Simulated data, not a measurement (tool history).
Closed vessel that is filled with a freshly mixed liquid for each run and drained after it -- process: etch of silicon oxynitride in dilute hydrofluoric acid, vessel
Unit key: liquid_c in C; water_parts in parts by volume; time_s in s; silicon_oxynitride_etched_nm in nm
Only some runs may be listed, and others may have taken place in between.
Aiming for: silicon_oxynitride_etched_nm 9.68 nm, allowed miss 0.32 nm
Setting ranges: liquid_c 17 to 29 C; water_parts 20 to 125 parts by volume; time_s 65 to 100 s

run 1 day=0 | liquid_c=21 water_parts=70 time_s=100 | silicon_oxynitride_etched_nm=3.8554
run 2 day=0.312 | liquid_c=22 water_parts=65 time_s=100 | silicon_oxynitride_etched_nm=4.4752
run 3 day=0.35 | liquid_c=22 water_parts=90 time_s=100 | silicon_oxynitride_etched_nm=3.1341
run 4 day=0.617 | liquid_c=22 water_parts=90 time_s=100 | silicon_oxynitride_etched_nm=3.1399
run 5 day=0.875 | liquid_c=22 water_parts=75 time_s=100 | silicon_oxynitride_etched_nm=3.9059
run 6 day=1.158 | liquid_c=22 water_parts=85 time_s=100 | silicon_oxynitride_etched_nm=3.372
run 7 day=1.458 | liquid_c=23 water_parts=75 time_s=100 | silicon_oxynitride_etched_nm=4.063
run 8 day=1.721 | liquid_c=24 water_parts=70 time_s=100 | silicon_oxynitride_etched_nm=4.4949
run 9 day=2.108 | liquid_c=25 water_parts=65 time_s=100 | silicon_oxynitride_etched_nm=5.0593
run 10 day=2.204 | liquid_c=25.5 water_parts=60 time_s=100 | silicon_oxynitride_etched_nm=5.7803
run 11 day=2.571 | liquid_c=26 water_parts=55 time_s=100 | silicon_oxynitride_etched_nm=6.4731
run 12 day=2.892 | liquid_c=26.5 water_parts=50 time_s=100 | silicon_oxynitride_etched_nm=7.2393
run 13 day=3.179 | liquid_c=27 water_parts=50 time_s=100 | silicon_oxynitride_etched_nm=7.6037
run 14 day=3.275 | liquid_c=27.5 water_parts=50 time_s=100 | silicon_oxynitride_etched_nm=7.5932

Pick the move, out of 4, that brings all results within their allowed miss; only one does.
run A day=3.371 | liquid_c=27.5 water_parts=40 time_s=100 | silicon_oxynitride_etched_nm=?
run B day=3.371 | liquid_c=27.5 water_parts=35 time_s=100 | silicon_oxynitride_etched_nm=?
run C day=3.371 | liquid_c=29 water_parts=40 time_s=100 | silicon_oxynitride_etched_nm=?
run D day=3.371 | liquid_c=26 water_parts=35 time_s=100 | silicon_oxynitride_etched_nm=?

move=A silicon_oxynitride_etched_nm=9.5634
move=B silicon_oxynitride_etched_nm=10.977
move=C silicon_oxynitride_etched_nm=10.271
move=D silicon_oxynitride_etched_nm=10.21
A: all results in spec
B: takes the biggest miss from the last run beyond its target
C: takes the biggest miss from the last run beyond its target
D: takes the biggest miss from the last run beyond its target
The move that meets every target is A.
